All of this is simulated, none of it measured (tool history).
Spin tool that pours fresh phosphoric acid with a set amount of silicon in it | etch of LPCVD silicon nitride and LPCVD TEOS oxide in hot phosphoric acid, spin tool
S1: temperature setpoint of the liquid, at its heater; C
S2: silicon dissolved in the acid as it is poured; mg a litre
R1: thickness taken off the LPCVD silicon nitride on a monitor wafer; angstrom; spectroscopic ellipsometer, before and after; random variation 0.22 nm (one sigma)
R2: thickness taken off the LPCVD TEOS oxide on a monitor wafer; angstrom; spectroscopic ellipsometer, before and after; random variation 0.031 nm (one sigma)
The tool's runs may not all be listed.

{"run": 1, "day": 0.0, "S1": 162.0, "S2": 9.5, "time under the liquid (s)": 180, "R1": 166.11, "R2": 4.6621}
{"run": 2, "day": 0.121, "S1": 160.5, "S2": 9.5, "time under the liquid (s)": 180, "R1": 159.08, "R2": 4.0236}
{"run": 3, "day": 0.421, "S1": 160.5, "S2": 4.5, "time under the liquid (s)": 180, "R1": 160.08, "R2": 4.8683}
{"run": 4, "day": 0.562, "S1": 159.5, "S2": 4.5, "time under the liquid (s)": 180, "R1": 155.88, "R2": 4.4253}
{"run": 5, "day": 0.596, "S1": 159.5, "S2": 7.5, "time under the liquid (s)": 180, "R1": 154.8, "R2": 3.9777}
{"run": 6, "day": 0.712, "S1": 160.0, "S2": 9.0, "time under the liquid (s)": 195, "R1": 169.53, "R2": 4.6449}
{"run": 7, "day": 1.083, "S1": 160.5, "S2": 11.5, "time under the liquid (s)": 205, "R1": 182.96, "R2": 4.3002}
{"run": 8, "day": 1.375, "S1": 163.0, "S2": 13.0, "time under the liquid (s)": 230, "R1": 219.46, "R2": 5.8718}

The next listed run, before its measurement:
{"run": 9, "day": 1.496, "S1": 163.0, "S2": 14.0, "time under the liquid (s)": 235, "R1": "?", "R2": "?"}

{"run 9": {"R1": 226.89, "R2": 5.9314}}
